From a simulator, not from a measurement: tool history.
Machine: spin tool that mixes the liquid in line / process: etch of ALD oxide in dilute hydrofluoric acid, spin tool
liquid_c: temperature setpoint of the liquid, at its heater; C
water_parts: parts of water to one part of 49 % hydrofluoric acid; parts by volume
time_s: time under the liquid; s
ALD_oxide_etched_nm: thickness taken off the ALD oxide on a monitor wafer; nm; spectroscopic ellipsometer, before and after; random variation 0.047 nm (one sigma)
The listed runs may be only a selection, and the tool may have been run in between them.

Run 1, hour 0.0: liquid_c 22.0 C, water_parts 250 parts by volume, time_s 295 s. Result: ALD_oxide_etched_nm 10.1540 nm.
Run 2, hour 6.2: liquid_c 20.5 C, water_parts 270 parts by volume, time_s 295 s. Result: ALD_oxide_etched_nm 8.7811 nm.
Run 3, hour 7.1: liquid_c 22.0 C, water_parts 270 parts by volume, time_s 295 s. Result: ALD_oxide_etched_nm 9.1947 nm.
Run 4, hour 10.8: liquid_c 22.0 C, water_parts 270 parts by volume, time_s 295 s. Result: ALD_oxide_etched_nm 9.1601 nm.
Run 5, hour 17.3: liquid_c 20.5 C, water_parts 285 parts by volume, time_s 295 s. Result: ALD_oxide_etched_nm 8.0693 nm.
Run 6, hour 25.8: liquid_c 19.5 C, water_parts 295 parts by volume, time_s 295 s. Result: ALD_oxide_etched_nm 7.6586 nm.
Run 7, hour 31.4: liquid_c 19.0 C, water_parts 305 parts by volume, time_s 295 s. Result: ALD_oxide_etched_nm 7.1830 nm.

Predict the results of run 8:
Run 8, hour 36.9: liquid_c 18.5 C, water_parts 310 parts by volume, time_s 295 s. Result: ALD_oxide_etched_nm ?.

ALD_oxide_etched_nm: 6.9035 nm

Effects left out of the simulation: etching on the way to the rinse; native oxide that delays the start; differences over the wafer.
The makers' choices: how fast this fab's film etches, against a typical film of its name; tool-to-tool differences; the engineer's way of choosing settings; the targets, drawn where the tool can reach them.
